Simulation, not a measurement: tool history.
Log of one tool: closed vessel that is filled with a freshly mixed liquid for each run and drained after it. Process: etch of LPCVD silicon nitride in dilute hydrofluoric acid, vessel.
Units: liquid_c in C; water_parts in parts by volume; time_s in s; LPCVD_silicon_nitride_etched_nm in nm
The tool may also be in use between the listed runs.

run	day	liquid_c	water_parts	time_s	LPCVD_silicon_nitride_etched_nm
1	0.000	24.0	65	975	8.1662
2	0.296	24.0	55	975	9.4790
3	0.533	24.0	75	975	7.0358
4	0.912	24.0	55	975	9.5975
5	1.200	22.5	60	975	7.9301
6	1.462	22.5	50	975	9.5106

Run 7 comes next. What will it give?
7	1.750	21.5	55	975	?

Run 7 gave LPCVD_silicon_nitride_etched_nm 8.1496 nm.

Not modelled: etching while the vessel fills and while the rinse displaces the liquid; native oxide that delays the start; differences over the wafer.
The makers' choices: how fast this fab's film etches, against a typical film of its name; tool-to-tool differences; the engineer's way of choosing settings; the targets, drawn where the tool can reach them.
